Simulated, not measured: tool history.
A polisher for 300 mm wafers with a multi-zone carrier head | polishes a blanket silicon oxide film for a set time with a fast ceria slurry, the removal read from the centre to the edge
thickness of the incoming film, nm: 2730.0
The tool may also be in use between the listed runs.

run,hour,flow of slurry (ml/min),pressure of the head's centre zone,pressure of the head's middle zone,pressure of the head's edge zone,polishing time (s),film removed at the wafer's centre (Å),film removed at mid-radius (Å),film removed at the wafer's edge (Å)
1,0,145,1,1,1,47,8778.6,8716.6,8901.5
2,6.2,145,1,1,1,53,9961.4,10179,9953.3
3,8.5,140,1,1.01,0.97,51,9477.1,9495.9,9501.8
4,15.9,140,1.05,1.01,0.97,51,10006,9526,9490.1
5,17,140,1.09,1.01,0.97,51,10106,9438.2,9538.7
6,23.5,140,1.09,1.01,0.91,51,10415,9782.3,9249.5
7,25.6,140,1.07,1.01,0.9,49,9696.3,9275.8,8872.5
8,29.7,115,1.03,1.05,0.81,40,7489.4,7393.6,6707.5
9,37.3,115,1.03,1.05,0.81,40,7238.8,7227.4,6749
10,45.8,120,1.03,1.05,0.82,40,7432.8,7594.8,6776
11,47.5,120,1.03,1.05,0.83,40,7414.9,7369.7,6722.8

Forecast run 12:
12,49.2,120,1.02,1.05,0.84,40,?,?,?

Run 12 gave film removed at the wafer's centre (Å) 7447.2, film removed at mid-radius (Å) 7535.5, film removed at the wafer's edge (Å) 6871.5.
